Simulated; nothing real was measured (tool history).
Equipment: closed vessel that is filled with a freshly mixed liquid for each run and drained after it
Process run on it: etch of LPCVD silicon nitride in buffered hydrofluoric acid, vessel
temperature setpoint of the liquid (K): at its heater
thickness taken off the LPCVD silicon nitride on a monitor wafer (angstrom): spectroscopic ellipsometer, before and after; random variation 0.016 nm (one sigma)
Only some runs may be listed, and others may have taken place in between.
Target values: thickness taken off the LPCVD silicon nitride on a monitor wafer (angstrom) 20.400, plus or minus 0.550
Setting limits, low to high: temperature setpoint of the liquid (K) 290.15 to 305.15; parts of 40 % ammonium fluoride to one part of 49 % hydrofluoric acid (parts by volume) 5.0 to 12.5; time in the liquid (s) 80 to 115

run    day  temperature setpoint of the liquid (K)  parts of 40 % ammonium fluoride to one part of 49 % hydrofluoric acid (parts by volume)  time in the liquid (s)  thickness taken off the LPCVD silicon nitride on a monitor wafer (angstrom)
  1  0.000                                  298.15                                                                                      7.5                     115                                                                       26.229
  2  0.329                                  298.15                                                                                      6.0                     115                                                                       32.344
  3  0.504                                  298.15                                                                                      7.0                     115                                                                       28.337
  4  0.808                                  297.65                                                                                      7.0                     115                                                                       26.907
  5  1.188                                  297.65                                                                                      5.5                     115                                                                       33.558
  6  1.554                                  296.65                                                                                      5.5                     115                                                                       31.959
  7  1.629                                  292.65                                                                                      6.5                     115                                                                       22.345
  8  1.717                                  290.65                                                                                      6.5                     115                                                                       19.509

Exercise: of the 4 proposed moves below, exactly one satisfies all targets within the stated allowed misses. Which move is it?
  A  1.804                                  290.15                                                                                      7.0                     115                                                                            ?
  B  1.804                                  295.65                                                                                      7.0                     105                                                                            ?
  C  1.804                                  290.15                                                                                      6.0                     105                                                                            ?
  D  1.804                                  290.15                                                                                      6.0                     115                                                                            ?

move  thickness taken off the LPCVD silicon nitride on a monitor wafer (angstrom)
   A                                                                       18.045
   B                                                                       22.421
   C                                                                       18.835
   D                                                                       20.629
A: misses by more than the last run did
B: takes the biggest miss from the last run beyond its target
C: misses by more than the last run did
D: every result within its allowed miss
Correct choice: D, which meets every target
